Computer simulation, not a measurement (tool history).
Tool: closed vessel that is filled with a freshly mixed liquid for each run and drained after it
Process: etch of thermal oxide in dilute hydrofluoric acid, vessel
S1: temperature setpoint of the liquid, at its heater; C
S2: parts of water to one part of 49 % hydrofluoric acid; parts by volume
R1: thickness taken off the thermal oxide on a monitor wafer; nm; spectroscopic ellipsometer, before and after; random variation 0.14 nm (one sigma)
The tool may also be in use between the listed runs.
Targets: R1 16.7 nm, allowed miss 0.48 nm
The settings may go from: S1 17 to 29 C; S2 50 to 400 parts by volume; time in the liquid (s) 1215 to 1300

Run 1, hour 0: S1 21 C, S2 225 parts by volume, time in the liquid (s) 1215. Result: R1 20.466 nm.
Run 2, hour 6.4: S1 21 C, S2 295 parts by volume, time in the liquid (s) 1215. Result: R1 14.742 nm.
Run 3, hour 12.7: S1 21.5 C, S2 295 parts by volume, time in the liquid (s) 1215. Result: R1 15.09 nm.
Run 4, hour 21.3: S1 22 C, S2 295 parts by volume, time in the liquid (s) 1215. Result: R1 15.365 nm.
Run 5, hour 30.3: S1 22.5 C, S2 295 parts by volume, time in the liquid (s) 1215. Result: R1 15.624 nm.
Run 6, hour 38.5: S1 22.5 C, S2 295 parts by volume, time in the liquid (s) 1215. Result: R1 15.449 nm.
Run 7, hour 41.9: S1 23 C, S2 295 parts by volume, time in the liquid (s) 1215. Result: R1 15.697 nm.
Run 8, hour 46.7: S1 23.5 C, S2 295 parts by volume, time in the liquid (s) 1215. Result: R1 16.148 nm.
At hour 47.7: hydrofluoric acid flow meter replaced.
Run 9, hour 47.7: S1 24 C, S2 295 parts by volume, time in the liquid (s) 1215. Result: R1 15.113 nm.
Run 10, hour 52.2: S1 24 C, S2 295 parts by volume, time in the liquid (s) 1215. Result: R1 15.253 nm.
Run 11, hour 54.9: S1 24 C, S2 290 parts by volume, time in the liquid (s) 1215. Result: R1 15.289 nm.

5 next moves are on the table. One of them brings every result within its allowed miss. Which?
Run A, hour 57.6: S1 29 C, S2 330 parts by volume, time in the liquid (s) 1240. Result: R1 ?.
Run B, hour 57.6: S1 25.5 C, S2 280 parts by volume, time in the liquid (s) 1275. Result: R1 ?.
Run C, hour 57.6: S1 24 C, S2 265 parts by volume, time in the liquid (s) 1265. Result: R1 ?.
Run D, hour 57.6: S1 21 C, S2 265 parts by volume, time in the liquid (s) 1300. Result: R1 ?.
Run E, hour 57.6: S1 21.5 C, S2 255 parts by volume, time in the liquid (s) 1300. Result: R1 ?.

move      R1
   A  15.814
   B  17.965
   C  18.144
   D  16.732
   E   17.88
A: nearer than the last run, and not there yet
B: takes the result that was furthest off past its target
C: takes the result that was furthest off past its target
D: meets every target
E: takes the result that was furthest off past its target
Answer: D

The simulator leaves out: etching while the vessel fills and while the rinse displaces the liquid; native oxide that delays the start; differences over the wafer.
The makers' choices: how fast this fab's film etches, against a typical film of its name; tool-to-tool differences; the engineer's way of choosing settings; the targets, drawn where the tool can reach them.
